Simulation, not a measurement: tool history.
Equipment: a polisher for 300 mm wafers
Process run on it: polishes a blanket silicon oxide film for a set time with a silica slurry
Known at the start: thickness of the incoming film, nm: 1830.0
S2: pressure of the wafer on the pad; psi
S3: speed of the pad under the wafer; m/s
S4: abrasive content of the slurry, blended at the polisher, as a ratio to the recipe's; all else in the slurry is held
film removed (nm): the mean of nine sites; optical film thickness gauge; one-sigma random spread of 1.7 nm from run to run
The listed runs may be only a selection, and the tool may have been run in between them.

{"run": 1, "day": 0.0, "flow of slurry (ml/min)": 290, "S2": 4.7, "S3": 1.18, "S4": 1, "polishing time (s)": 84, "film removed (nm)": 285.56}
{"run": 2, "day": 0.125, "flow of slurry (ml/min)": 290, "S2": 4.7, "S3": 1.32, "S4": 1, "polishing time (s)": 84, "film removed (nm)": 311.61}
{"run": 3, "day": 0.404, "flow of slurry (ml/min)": 290, "S2": 4.2, "S3": 1.3, "S4": 1, "polishing time (s)": 84, "film removed (nm)": 275.73}
{"run": 4, "day": 0.625, "flow of slurry (ml/min)": 290, "S2": 4.2, "S3": 1.3, "S4": 1, "polishing time (s)": 84, "film removed (nm)": 278.14}
{"run": 5, "day": 0.704, "flow of slurry (ml/min)": 245, "S2": 4.2, "S3": 1.3, "S4": 1, "polishing time (s)": 84, "film removed (nm)": 268.78}
{"run": 6, "day": 0.95, "flow of slurry (ml/min)": 240, "S2": 3.8, "S3": 1.3, "S4": 1, "polishing time (s)": 84, "film removed (nm)": 244.82}
{"run": 7, "day": 1.183, "flow of slurry (ml/min)": 235, "S2": 3.5, "S3": 1.3, "S4": 1, "polishing time (s)": 84, "film removed (nm)": 228.07}
{"run": 8, "day": 1.217, "flow of slurry (ml/min)": 230, "S2": 3.3, "S3": 1.3, "S4": 1, "polishing time (s)": 84, "film removed (nm)": 213.19}
{"run": 9, "day": 1.442, "flow of slurry (ml/min)": 225, "S2": 3.1, "S3": 1.3, "S4": 1, "polishing time (s)": 84, "film removed (nm)": 203.68}
{"run": 10, "day": 1.65, "flow of slurry (ml/min)": 225, "S2": 3, "S3": 1.3, "S4": 1, "polishing time (s)": 84, "film removed (nm)": 196.39}
{"run": 11, "day": 2.008, "flow of slurry (ml/min)": 225, "S2": 2.9, "S3": 1.3, "S4": 1, "polishing time (s)": 84, "film removed (nm)": 188.52}

The next listed run, before its measurement:
{"run": 12, "day": 2.217, "flow of slurry (ml/min)": 225, "S2": 2.8, "S3": 1.3, "S4": 1, "polishing time (s)": 84, "film removed (nm)": "?"}

{"run 12": {"film removed (nm)": 179.07}}
